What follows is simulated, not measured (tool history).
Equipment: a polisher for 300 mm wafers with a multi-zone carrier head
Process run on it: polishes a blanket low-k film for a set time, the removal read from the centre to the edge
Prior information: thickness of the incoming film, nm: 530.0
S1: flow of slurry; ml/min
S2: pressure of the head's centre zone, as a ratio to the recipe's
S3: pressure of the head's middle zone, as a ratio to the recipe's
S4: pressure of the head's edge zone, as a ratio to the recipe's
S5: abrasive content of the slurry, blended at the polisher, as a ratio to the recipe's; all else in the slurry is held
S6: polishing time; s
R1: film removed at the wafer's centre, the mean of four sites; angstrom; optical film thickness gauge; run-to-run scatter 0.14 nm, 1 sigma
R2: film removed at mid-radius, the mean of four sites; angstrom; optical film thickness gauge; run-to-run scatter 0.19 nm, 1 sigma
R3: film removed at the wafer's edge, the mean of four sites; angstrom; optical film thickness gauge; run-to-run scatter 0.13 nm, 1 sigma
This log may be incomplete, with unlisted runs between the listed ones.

| run | hour | S1 | S2 | S3 | S4 | S5 | S6 | R1 | R2 | R3 |
|---|---|---|---|---|---|---|---|---|---|---|
| 1 | 0.0 | 310 | 1.00 | 1.00 | 1.00 | 1.00 | 32 | 117.030 | 109.340 | 111.780 |
| 2 | 4.4 | 310 | 1.00 | 1.00 | 1.00 | 0.85 | 32 | 112.210 | 103.490 | 104.190 |
| 3 | 6.0 | 310 | 1.00 | 1.00 | 0.97 | 0.85 | 32 | 110.760 | 102.000 | 101.160 |
| 4 | 7.7 | 310 | 1.00 | 1.00 | 0.97 | 0.85 | 27 | 93.644 | 87.179 | 86.719 |
| 5 | 12.6 | 310 | 1.00 | 1.02 | 1.00 | 0.95 | 27 | 100.270 | 93.238 | 90.774 |
| 6 | 16.4 | 310 | 1.00 | 1.02 | 1.00 | 1.00 | 27 | 99.449 | 91.036 | 94.102 |

Estimate the outcome of run 7 from the log above:
| 7 | 24.4 | 315 | 0.99 | 1.05 | 1.00 | 1.10 | 28 | ? | ? | ? |

Run 7 produced R1 108.340 angstrom, R2 103.860 angstrom, R3 100.950 angstrom.
